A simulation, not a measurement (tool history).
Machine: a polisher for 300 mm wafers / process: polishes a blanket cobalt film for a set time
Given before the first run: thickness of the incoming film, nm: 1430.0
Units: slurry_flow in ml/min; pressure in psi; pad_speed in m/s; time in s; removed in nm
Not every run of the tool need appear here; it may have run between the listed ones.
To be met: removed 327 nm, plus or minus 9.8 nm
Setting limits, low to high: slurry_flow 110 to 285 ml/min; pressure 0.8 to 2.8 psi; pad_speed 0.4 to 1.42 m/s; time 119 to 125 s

run 1 hour=0 | slurry_flow=180 pressure=1.8 pad_speed=0.9 time=119 | removed=498.59
run 2 hour=1.7 | slurry_flow=180 pressure=1.7 pad_speed=0.9 time=119 | removed=479
run 3 hour=5 | slurry_flow=180 pressure=1.6 pad_speed=0.9 time=119 | removed=459.54
run 4 hour=9.8 | slurry_flow=180 pressure=1.9 pad_speed=0.9 time=119 | removed=529.88
run 5 hour=11.1 | slurry_flow=210 pressure=1.9 pad_speed=0.9 time=119 | removed=547.37
run 6 hour=14.9 | slurry_flow=205 pressure=1.8 pad_speed=0.9 time=119 | removed=518.66
run 7 hour=18.5 | slurry_flow=200 pressure=1.7 pad_speed=0.9 time=119 | removed=478.77
run 8 hour=26.4 | slurry_flow=200 pressure=1.6 pad_speed=0.9 time=119 | removed=457.25
run 9 hour=27.8 | slurry_flow=200 pressure=1.6 pad_speed=0.9 time=119 | removed=458.78
run 10 hour=30.4 | slurry_flow=200 pressure=1.5 pad_speed=0.9 time=119 | removed=433.26
run 11 hour=31.3 | slurry_flow=200 pressure=1.4 pad_speed=0.9 time=119 | removed=399.49
run 12 hour=33.5 | slurry_flow=200 pressure=1.2 pad_speed=0.9 time=119 | removed=352.77

5 next moves are on the table. One of them brings every result within its allowed miss. Which?
run A hour=35.7 | slurry_flow=195 pressure=1.2 pad_speed=0.88 time=125 | removed=?
run B hour=35.7 | slurry_flow=285 pressure=1.3 pad_speed=0.66 time=125 | removed=?
run C hour=35.7 | slurry_flow=200 pressure=1.2 pad_speed=0.78 time=119 | removed=?
run D hour=35.7 | slurry_flow=165 pressure=1.2 pad_speed=0.86 time=120 | removed=?
run E hour=35.7 | slurry_flow=195 pressure=1.2 pad_speed=0.76 time=120 | removed=?

move=A removed=356.95
move=B removed=305.52
move=C removed=303.49
move=D removed=326.23
move=E removed=297.37
A: misses by more than the last run did
B: moves the result that the last run missed by most past its target, out the other side
C: moves the result that the last run missed by most past its target, out the other side
D: all results land within tolerance of their targets
E: moves the result that the last run missed by most past its target, out the other side
D meets every target.
